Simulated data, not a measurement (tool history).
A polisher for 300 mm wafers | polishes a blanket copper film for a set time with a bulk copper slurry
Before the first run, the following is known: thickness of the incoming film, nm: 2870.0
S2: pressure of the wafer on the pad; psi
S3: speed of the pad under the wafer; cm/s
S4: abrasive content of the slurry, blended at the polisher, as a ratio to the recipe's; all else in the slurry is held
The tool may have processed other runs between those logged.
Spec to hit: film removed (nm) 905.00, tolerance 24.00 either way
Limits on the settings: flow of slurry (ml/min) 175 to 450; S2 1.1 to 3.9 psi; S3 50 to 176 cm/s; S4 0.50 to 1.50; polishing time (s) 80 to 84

run 1 hour=0.0 | flow_of_slurry_(ml/min)=290 S2=2.5 S3=112 S4=1.00 polishing_time_(s)=80 | film_removed_(nm)=606.87
run 2 hour=2.1 | flow_of_slurry_(ml/min)=290 S2=2.5 S3=112 S4=1.10 polishing_time_(s)=80 | film_removed_(nm)=621.42
run 3 hour=3.1 | flow_of_slurry_(ml/min)=290 S2=2.6 S3=112 S4=1.10 polishing_time_(s)=80 | film_removed_(nm)=649.82
run 4 hour=10.1 | flow_of_slurry_(ml/min)=290 S2=2.7 S3=112 S4=1.10 polishing_time_(s)=80 | film_removed_(nm)=659.30
run 5 hour=18.2 | flow_of_slurry_(ml/min)=290 S2=3.2 S3=112 S4=1.10 polishing_time_(s)=80 | film_removed_(nm)=770.13
run 6 hour=22.3 | flow_of_slurry_(ml/min)=290 S2=3.3 S3=112 S4=1.10 polishing_time_(s)=80 | film_removed_(nm)=794.53
run 7 hour=29.0 | flow_of_slurry_(ml/min)=290 S2=3.4 S3=112 S4=1.10 polishing_time_(s)=80 | film_removed_(nm)=801.98
run 8 hour=32.0 | flow_of_slurry_(ml/min)=290 S2=3.5 S3=112 S4=1.10 polishing_time_(s)=80 | film_removed_(nm)=835.94
run 9 hour=39.5 | flow_of_slurry_(ml/min)=295 S2=3.7 S3=112 S4=1.10 polishing_time_(s)=80 | film_removed_(nm)=868.29

5 next moves are on the table. One of them brings every result within its allowed miss. Which?
run A hour=47.0 | flow_of_slurry_(ml/min)=240 S2=3.2 S3=118 S4=1.10 polishing_time_(s)=84 | film_removed_(nm)=?
run B hour=47.0 | flow_of_slurry_(ml/min)=230 S2=3.6 S3=114 S4=0.90 polishing_time_(s)=82 | film_removed_(nm)=?
run C hour=47.0 | flow_of_slurry_(ml/min)=345 S2=3.9 S3=94 S4=1.00 polishing_time_(s)=84 | film_removed_(nm)=?
run D hour=47.0 | flow_of_slurry_(ml/min)=290 S2=3.3 S3=128 S4=1.10 polishing_time_(s)=80 | film_removed_(nm)=?
run E hour=47.0 | flow_of_slurry_(ml/min)=285 S2=3.3 S3=116 S4=1.15 polishing_time_(s)=80 | film_removed_(nm)=?

move=A film_removed_(nm)=828.63
move=B film_removed_(nm)=830.67
move=C film_removed_(nm)=806.04
move=D film_removed_(nm)=896.10
move=E film_removed_(nm)=819.74
A: lands further from the targets than the last run did
B: lands further from the targets than the last run did
C: lands further from the targets than the last run did
D: all results land within tolerance of their targets
E: lands further from the targets than the last run did
Correct choice: D, which meets every target
